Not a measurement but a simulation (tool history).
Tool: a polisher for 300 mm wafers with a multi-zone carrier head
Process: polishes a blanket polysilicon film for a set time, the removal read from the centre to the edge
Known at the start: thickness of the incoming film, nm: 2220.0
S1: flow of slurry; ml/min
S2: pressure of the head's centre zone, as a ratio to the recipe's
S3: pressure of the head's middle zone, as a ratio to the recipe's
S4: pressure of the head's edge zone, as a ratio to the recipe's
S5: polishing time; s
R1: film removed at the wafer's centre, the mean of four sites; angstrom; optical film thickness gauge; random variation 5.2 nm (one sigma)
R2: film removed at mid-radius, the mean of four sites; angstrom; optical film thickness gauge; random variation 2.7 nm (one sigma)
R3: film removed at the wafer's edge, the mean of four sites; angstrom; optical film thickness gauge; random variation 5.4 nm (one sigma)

run	day	S1	S2	S3	S4	S5	R1	R2	R3
1	0.000	165	1.00	1.00	1.00	39	3558.7	3462.3	3519.9
2	0.233	195	1.00	1.00	1.00	39	3618.3	3464.6	3575.5
3	0.375	195	1.00	1.06	1.00	39	3589.7	3673.1	3511.1
4	0.429	225	1.00	1.06	1.00	39	3633.3	3768.9	3467.1
5	0.533	205	1.05	1.03	1.04	42	4036.5	3936.1	3896.8
6	0.696	185	1.05	1.03	1.04	42	4005.2	3867.2	3801.3
7	0.833	185	1.05	1.03	1.04	42	4121.7	3884.1	3779.1
8	0.933	190	1.07	0.99	1.07	44	4340.6	3924.1	4009.8
9	1.062	185	1.07	0.95	1.08	46	4455.7	3948.3	4333.8

The next listed run, before its measurement:
10	1.171	190	1.10	0.93	1.10	47	?	?	?

Run 10 gave R1 4859.6 angstrom, R2 3969.3 angstrom, R3 4446.3 angstrom.
